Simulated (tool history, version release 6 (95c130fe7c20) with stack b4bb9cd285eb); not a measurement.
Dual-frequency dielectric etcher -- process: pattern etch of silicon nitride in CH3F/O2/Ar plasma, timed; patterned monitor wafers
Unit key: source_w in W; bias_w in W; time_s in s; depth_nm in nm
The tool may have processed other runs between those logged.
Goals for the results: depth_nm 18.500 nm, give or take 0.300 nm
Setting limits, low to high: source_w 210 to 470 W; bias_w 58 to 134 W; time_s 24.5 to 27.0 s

run	hour	source_w	bias_w	time_s	depth_nm
1	0.0	340	96	27.0	21.808
2	8.3	380	96	27.0	22.295
3	10.5	370	93	27.0	22.092
4	19.3	370	93	27.0	22.031
5	23.7	360	90	27.0	21.565
6	32.5	360	103	27.0	22.557
7	40.6	350	99	27.0	22.087
8	49.6	290	81	26.5	18.973

4 next moves are on the table. One of them brings every result within its allowed miss. Which?
A	58.6	230	92	26.5	?
B	58.6	310	82	26.5	?
C	58.6	270	89	24.5	?
D	58.6	250	87	25.5	?

move	depth_nm
A	18.512
B	19.410
C	17.731
D	17.875
A: each result inside its tolerance
B: the biggest miss grows against the last run
C: carries the result that was furthest off beyond its target, to the other side
D: carries the result that was furthest off beyond its target, to the other side
Move A is the one to make.
